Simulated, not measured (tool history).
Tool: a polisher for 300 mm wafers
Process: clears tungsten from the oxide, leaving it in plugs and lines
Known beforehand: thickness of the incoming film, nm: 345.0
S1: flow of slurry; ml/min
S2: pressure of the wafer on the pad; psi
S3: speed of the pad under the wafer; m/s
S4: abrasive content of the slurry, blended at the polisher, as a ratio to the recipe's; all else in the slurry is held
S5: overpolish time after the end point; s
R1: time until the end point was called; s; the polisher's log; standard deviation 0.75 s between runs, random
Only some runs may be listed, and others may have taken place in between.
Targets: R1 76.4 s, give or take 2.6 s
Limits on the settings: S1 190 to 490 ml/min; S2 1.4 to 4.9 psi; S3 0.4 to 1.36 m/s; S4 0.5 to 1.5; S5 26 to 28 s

| run | hour | S1 | S2 | S3 | S4 | S5 | R1 |
|---|---|---|---|---|---|---|---|
| 1 | 0 | 315 | 3.1 | 0.88 | 1 | 26 | 109.65 |
| 2 | 4.1 | 315 | 3.2 | 0.88 | 1 | 26 | 106.98 |
| 3 | 11.6 | 395 | 3.2 | 0.88 | 1 | 26 | 106.48 |
| 4 | 17 | 395 | 3.3 | 0.88 | 1 | 26 | 100.48 |
| 5 | 22.1 | 395 | 3.7 | 0.88 | 1 | 26 | 92.321 |
| 6 | 25.1 | 395 | 3.8 | 0.88 | 1 | 26 | 87.28 |
| 7 | 34 | 395 | 4 | 0.88 | 1 | 26 | 84.187 |
| 8 | 39 | 395 | 4.2 | 0.88 | 1 | 26 | 79.424 |
| 9 | 48 | 395 | 4.2 | 0.88 | 1 | 26 | 80.031 |

4 candidate next runs follow, results not yet known. Just one meets every target within its allowed miss. Identify it.
| A | 57 | 270 | 4.9 | 0.76 | 0.8 | 26 | ? |
| B | 57 | 485 | 4.3 | 0.78 | 1.15 | 28 | ? |
| C | 57 | 395 | 4.8 | 0.74 | 1.25 | 26 | ? |
| D | 57 | 485 | 4.5 | 0.7 | 1.3 | 28 | ? |

| move | R1 |
|---|---|
| A | 82.628 |
| B | 81.278 |
| C | 75.32 |
| D | 81.548 |
A: misses by more than the last run did
B: misses by more than the last run did
C: all results in spec
D: misses by more than the last run did
C meets every target.
